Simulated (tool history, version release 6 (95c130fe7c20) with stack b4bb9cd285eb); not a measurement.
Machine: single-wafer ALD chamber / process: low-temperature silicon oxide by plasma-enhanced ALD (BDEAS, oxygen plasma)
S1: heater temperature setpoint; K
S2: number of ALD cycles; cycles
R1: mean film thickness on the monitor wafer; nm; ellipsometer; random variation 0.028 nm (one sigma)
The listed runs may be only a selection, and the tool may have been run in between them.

run 1 day=0.000 | S1=378.15 S2=29 | R1=4.1337
run 2 day=0.062 | S1=378.15 S2=27 | R1=3.8445
run 3 day=0.154 | S1=378.15 S2=24 | R1=3.4411
run 4 day=0.325 | S1=387.15 S2=24 | R1=3.3617
run 5 day=0.600 | S1=382.15 S2=24 | R1=3.4081
run 6 day=0.692 | S1=382.15 S2=26 | R1=3.7230

Run 7 is up next; what results do you expect?
run 7 day=1.029 | S1=382.15 S2=27 | R1=?

{"run 7": {"R1": 3.8121}}

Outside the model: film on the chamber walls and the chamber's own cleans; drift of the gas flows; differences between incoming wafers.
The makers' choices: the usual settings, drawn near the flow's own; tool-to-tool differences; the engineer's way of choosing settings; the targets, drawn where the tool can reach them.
